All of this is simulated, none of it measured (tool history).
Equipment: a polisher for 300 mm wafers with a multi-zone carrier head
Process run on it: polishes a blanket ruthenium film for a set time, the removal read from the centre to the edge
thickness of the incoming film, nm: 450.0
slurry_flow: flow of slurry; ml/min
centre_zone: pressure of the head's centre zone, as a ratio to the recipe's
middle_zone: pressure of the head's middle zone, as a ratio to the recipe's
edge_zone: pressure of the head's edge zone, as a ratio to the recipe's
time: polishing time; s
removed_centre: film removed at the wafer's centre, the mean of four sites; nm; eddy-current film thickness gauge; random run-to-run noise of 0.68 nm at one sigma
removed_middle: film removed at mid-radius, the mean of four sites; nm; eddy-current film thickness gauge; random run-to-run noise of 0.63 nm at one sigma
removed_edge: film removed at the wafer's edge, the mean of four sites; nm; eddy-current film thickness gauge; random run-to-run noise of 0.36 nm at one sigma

run,hour,slurry_flow,centre_zone,middle_zone,edge_zone,time,removed_centre,removed_middle,removed_edge
1,0.0,215,1.00,1.00,1.00,83,78.457,80.493,80.251
2,0.7,215,1.00,1.00,0.98,78,73.128,75.760,75.906
3,7.4,215,1.02,1.01,0.96,73,71.797,73.465,69.077
4,10.2,215,0.98,1.01,0.96,73,68.179,72.731,70.040
5,12.5,210,0.98,1.00,0.94,70,64.556,66.569,66.242
6,15.9,210,0.98,1.01,0.92,67,62.487,65.492,62.729
7,23.6,205,0.98,1.01,0.90,65,60.469,63.075,59.654

What does the tool deliver on the next run?
8,29.3,200,0.98,1.01,0.89,64,?,?,?

Run 8 came out at removed_centre 59.699 nm, removed_middle 61.564 nm, removed_edge 58.538 nm.
